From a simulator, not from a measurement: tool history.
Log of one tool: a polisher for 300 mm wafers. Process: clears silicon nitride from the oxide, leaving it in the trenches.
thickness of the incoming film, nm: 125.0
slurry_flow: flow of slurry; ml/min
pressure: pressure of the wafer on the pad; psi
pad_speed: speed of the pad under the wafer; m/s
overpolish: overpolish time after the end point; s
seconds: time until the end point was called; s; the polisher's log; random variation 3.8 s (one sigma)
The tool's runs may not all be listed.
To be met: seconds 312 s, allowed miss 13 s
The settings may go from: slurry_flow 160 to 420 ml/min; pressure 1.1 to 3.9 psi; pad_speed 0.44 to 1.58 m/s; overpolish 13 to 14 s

run 1 hour=0 | slurry_flow=270 pressure=2.5 pad_speed=1 overpolish=13 | seconds=164.98
run 2 hour=4.8 | slurry_flow=270 pressure=2.5 pad_speed=1 overpolish=14 | seconds=165.04
run 3 hour=9.4 | slurry_flow=270 pressure=2.5 pad_speed=0.9 overpolish=14 | seconds=178.47
run 4 hour=13.1 | slurry_flow=270 pressure=2.2 pad_speed=0.9 overpolish=14 | seconds=200
run 5 hour=20.5 | slurry_flow=270 pressure=1.9 pad_speed=0.88 overpolish=14 | seconds=231.77
run 6 hour=27.2 | slurry_flow=270 pressure=1.7 pad_speed=0.88 overpolish=14 | seconds=261.27
run 7 hour=30 | slurry_flow=270 pressure=1.6 pad_speed=0.88 overpolish=14 | seconds=274.36
run 8 hour=33.5 | slurry_flow=270 pressure=1.5 pad_speed=0.88 overpolish=14 | seconds=292.4
run 9 hour=35.9 | slurry_flow=270 pressure=1.5 pad_speed=0.88 overpolish=14 | seconds=291.49

4 next moves are on the table. One of them brings every result within its allowed miss. Which?
run A hour=38.3 | slurry_flow=250 pressure=1.6 pad_speed=0.76 overpolish=13 | seconds=?
run B hour=38.3 | slurry_flow=295 pressure=2.1 pad_speed=0.66 overpolish=14 | seconds=?
run C hour=38.3 | slurry_flow=320 pressure=1.7 pad_speed=0.88 overpolish=14 | seconds=?
run D hour=38.3 | slurry_flow=225 pressure=1.6 pad_speed=0.96 overpolish=14 | seconds=?

move=A seconds=306.17
move=B seconds=255.34
move=C seconds=254.14
move=D seconds=261.94
A: meets every target
B: further off than the last run
C: further off than the last run
D: further off than the last run
The right move is A.

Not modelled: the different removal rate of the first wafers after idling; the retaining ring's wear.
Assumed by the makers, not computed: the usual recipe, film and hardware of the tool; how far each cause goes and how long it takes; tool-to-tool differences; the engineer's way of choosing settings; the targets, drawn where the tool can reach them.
